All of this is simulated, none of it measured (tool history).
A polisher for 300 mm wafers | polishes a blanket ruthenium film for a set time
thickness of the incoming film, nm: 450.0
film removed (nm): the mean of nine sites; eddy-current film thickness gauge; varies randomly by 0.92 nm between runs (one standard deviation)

run	day	flow of slurry (ml/min)	pressure of the wafer on the pad (psi)	speed of the pad under the wafer (cm/s)	polishing time (s)	film removed (nm)
1	0.000	270	1.6	104	95	83.947
2	0.029	270	1.6	104	100	87.459
3	0.058	270	1.6	104	95	82.490
4	0.158	275	1.8	104	95	93.362
5	0.283	230	1.8	104	95	91.308
6	0.479	230	1.8	104	95	92.103
7	0.650	235	2.0	104	95	103.160
8	0.988	245	2.1	104	95	108.100
9	1.283	245	2.2	104	95	113.810
10	1.492	245	2.3	104	95	119.520
11	1.667	245	2.3	104	95	117.150

Run 12 is up next; what results do you expect?
12	1.850	245	2.4	104	95	?

For run 12 the tool returned film removed (nm) 120.430.

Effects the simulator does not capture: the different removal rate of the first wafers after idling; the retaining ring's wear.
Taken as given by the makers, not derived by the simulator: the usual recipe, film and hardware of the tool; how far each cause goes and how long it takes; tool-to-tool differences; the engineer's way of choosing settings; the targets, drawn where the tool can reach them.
